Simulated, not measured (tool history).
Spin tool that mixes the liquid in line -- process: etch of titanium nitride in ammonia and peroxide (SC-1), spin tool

run,hour,temperature setpoint of the liquid (°C),parts of water to one part of 30 % peroxide (parts by volume),parts of 29 % ammonia solution to one part of 30 % peroxide (parts by volume),time under the liquid (s),thickness taken off the titanium nitride on a monitor wafer (nm)
1,0.0,58.0,23.5,0.55,285,15.3620
2,3.0,54.0,23.5,0.55,285,11.8140
3,9.0,54.0,23.5,0.55,300,12.5460
4,14.6,52.5,23.5,0.55,300,11.1490
5,19.9,51.5,23.5,0.55,300,10.3950
6,24.0,51.0,23.5,0.55,300,10.1440

Run 7 has not been measured yet. What should we expect?
7,29.3,50.5,23.5,0.55,300,?

Run 7 measured thickness taken off the titanium nitride on a monitor wafer (nm) 9.6956.

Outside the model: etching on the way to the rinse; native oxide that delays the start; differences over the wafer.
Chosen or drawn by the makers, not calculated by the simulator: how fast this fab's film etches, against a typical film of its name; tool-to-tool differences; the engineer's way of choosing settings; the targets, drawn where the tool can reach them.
